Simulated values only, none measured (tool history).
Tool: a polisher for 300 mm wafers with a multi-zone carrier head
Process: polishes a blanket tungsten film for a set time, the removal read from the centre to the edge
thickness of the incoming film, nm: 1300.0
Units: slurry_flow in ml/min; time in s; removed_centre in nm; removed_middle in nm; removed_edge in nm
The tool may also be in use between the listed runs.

Run 1, day 0.000: slurry_flow 260 ml/min, centre_zone 1.00, middle_zone 1.00, edge_zone 1.00, slurry_solids 1.00, time 37 s. Result: removed_centre 144.19 nm, removed_middle 144.01 nm, removed_edge 143.07 nm.
Run 2, day 0.162: slurry_flow 260 ml/min, centre_zone 0.99, middle_zone 1.03, edge_zone 1.03, slurry_solids 1.10, time 39 s. Result: removed_centre 151.50 nm, removed_middle 162.65 nm, removed_edge 158.08 nm.
Run 3, day 0.196: slurry_flow 265 ml/min, centre_zone 1.00, middle_zone 1.05, edge_zone 1.05, slurry_solids 1.20, time 40 s. Result: removed_centre 163.56 nm, removed_middle 169.60 nm, removed_edge 161.11 nm.
Run 4, day 0.317: slurry_flow 265 ml/min, centre_zone 1.04, middle_zone 1.05, edge_zone 1.05, slurry_solids 1.20, time 40 s. Result: removed_centre 166.70 nm, removed_middle 168.82 nm, removed_edge 166.38 nm.
Run 5, day 0.604: slurry_flow 325 ml/min, centre_zone 1.04, middle_zone 1.05, edge_zone 1.05, slurry_solids 1.20, time 40 s. Result: removed_centre 169.79 nm, removed_middle 176.36 nm, removed_edge 167.73 nm.
Run 6, day 0.912: slurry_flow 330 ml/min, centre_zone 1.02, middle_zone 1.05, edge_zone 1.07, slurry_solids 1.25, time 41 s. Result: removed_centre 176.52 nm, removed_middle 182.21 nm, removed_edge 174.47 nm.
Run 7, day 1.183: slurry_flow 320 ml/min, centre_zone 0.99, middle_zone 1.06, edge_zone 1.09, slurry_solids 1.30, time 42 s. Result: removed_centre 178.67 nm, removed_middle 185.78 nm, removed_edge 186.31 nm.
Run 8, day 1.279: slurry_flow 325 ml/min, centre_zone 0.98, middle_zone 1.09, edge_zone 1.10, slurry_solids 1.35, time 43 s. Result: removed_centre 182.84 nm, removed_middle 198.50 nm, removed_edge 186.18 nm.
Run 9, day 1.354: slurry_flow 330 ml/min, centre_zone 0.96, middle_zone 1.10, edge_zone 1.12, slurry_solids 1.40, time 44 s. Result: removed_centre 187.64 nm, removed_middle 205.37 nm, removed_edge 200.36 nm.
Run 10, day 1.467: slurry_flow 335 ml/min, centre_zone 0.95, middle_zone 1.12, edge_zone 1.13, slurry_solids 1.40, time 44 s. Result: removed_centre 181.97 nm, removed_middle 213.69 nm, removed_edge 198.94 nm.
Run 11, day 1.617: slurry_flow 340 ml/min, centre_zone 0.95, middle_zone 1.12, edge_zone 1.14, slurry_solids 1.40, time 44 s. Result: removed_centre 189.67 nm, removed_middle 211.16 nm, removed_edge 202.03 nm.
Run 12, day 1.975: slurry_flow 340 ml/min, centre_zone 0.94, middle_zone 1.13, edge_zone 1.15, slurry_solids 1.40, time 44 s. Result: removed_centre 185.49 nm, removed_middle 209.67 nm, removed_edge 201.29 nm.
Run 13, day 2.304: slurry_flow 340 ml/min, centre_zone 0.94, middle_zone 1.14, edge_zone 1.15, slurry_solids 1.40, time 44 s. Result: removed_centre 185.04 nm, removed_middle 211.70 nm, removed_edge 201.38 nm.
Run 14, day 2.421: slurry_flow 340 ml/min, centre_zone 0.94, middle_zone 1.15, edge_zone 1.16, slurry_solids 1.40, time 44 s. Result: removed_centre 185.64 nm, removed_middle 216.28 nm, removed_edge 204.60 nm.
Run 15, day 2.608: slurry_flow 340 ml/min, centre_zone 0.94, middle_zone 1.16, edge_zone 1.16, slurry_solids 1.40, time 44 s. Result: removed_centre 184.92 nm, removed_middle 218.79 nm, removed_edge 202.85 nm.
Run 16, day 2.900: slurry_flow 340 ml/min, centre_zone 0.94, middle_zone 1.16, edge_zone 1.17, slurry_solids 1.40, time 44 s. Result: removed_centre 185.47 nm, removed_middle 221.93 nm, removed_edge 207.93 nm.
Run 17, day 3.162: slurry_flow 340 ml/min, centre_zone 0.95, middle_zone 1.16, edge_zone 1.17, slurry_solids 1.40, time 44 s. Result: removed_centre 185.84 nm, removed_middle 220.64 nm, removed_edge 199.76 nm.
Run 18, day 3.529: slurry_flow 345 ml/min, centre_zone 0.94, middle_zone 1.16, edge_zone 1.17, slurry_solids 1.40, time 44 s. Result: removed_centre 185.44 nm, removed_middle 216.93 nm, removed_edge 202.44 nm.
Run 19, day 3.846: slurry_flow 340 ml/min, centre_zone 0.93, middle_zone 1.16, edge_zone 1.17, slurry_solids 1.45, time 45 s. Result: removed_centre 192.92 nm, removed_middle 223.08 nm, removed_edge 206.56 nm.
Run 20, day 3.971: slurry_flow 340 ml/min, centre_zone 0.93, middle_zone 1.16, edge_zone 1.17, slurry_solids 1.45, time 45 s. Result: removed_centre 188.78 nm, removed_middle 222.98 nm, removed_edge 203.92 nm.

Forecast run 21:
Run 21, day 4.304: slurry_flow 350 ml/min, centre_zone 0.93, middle_zone 1.16, edge_zone 1.17, slurry_solids 1.45, time 45 s. Result: removed_centre ?, removed_middle ?, removed_edge ?.

{"run 21": {"removed_centre": 193.02, "removed_middle": 224.16, "removed_edge": 207.06}}
